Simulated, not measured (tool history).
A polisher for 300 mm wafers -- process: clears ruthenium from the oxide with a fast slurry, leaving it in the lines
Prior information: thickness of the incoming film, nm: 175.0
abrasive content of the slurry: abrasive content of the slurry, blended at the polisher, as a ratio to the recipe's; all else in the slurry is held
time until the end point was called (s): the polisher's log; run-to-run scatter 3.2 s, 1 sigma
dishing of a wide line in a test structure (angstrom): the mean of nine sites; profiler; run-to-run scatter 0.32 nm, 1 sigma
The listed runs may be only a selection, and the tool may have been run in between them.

run,hour,flow of slurry (ml/min),pressure of the wafer on the pad (kPa),speed of the pad under the wafer (cm/s),abrasive content of the slurry,overpolish time after the end point (s),time until the end point was called (s),dishing of a wide line in a test structure (angstrom)
1,0.0,170,13.1,80,1.00,15,80.478,220.86
2,2.8,170,13.1,80,1.00,9,83.203,142.95
3,3.9,170,13.1,62,1.00,9,108.320,113.21
4,5.5,170,13.1,62,0.85,9,114.580,106.53
5,9.6,130,13.1,62,0.85,9,115.530,106.40
6,15.2,130,11.0,60,0.85,13,136.520,128.08
7,18.0,130,9.7,58,0.85,15,155.090,128.01
8,24.4,130,9.0,58,0.85,17,162.950,135.84
9,27.5,130,8.3,58,0.85,18,173.070,134.93

What will run 10 give?
10,28.2,130,7.6,58,0.85,19,?,?

Run 10 gave time until the end point was called (s) 183.160, dishing of a wide line in a test structure (angstrom) 140.08.

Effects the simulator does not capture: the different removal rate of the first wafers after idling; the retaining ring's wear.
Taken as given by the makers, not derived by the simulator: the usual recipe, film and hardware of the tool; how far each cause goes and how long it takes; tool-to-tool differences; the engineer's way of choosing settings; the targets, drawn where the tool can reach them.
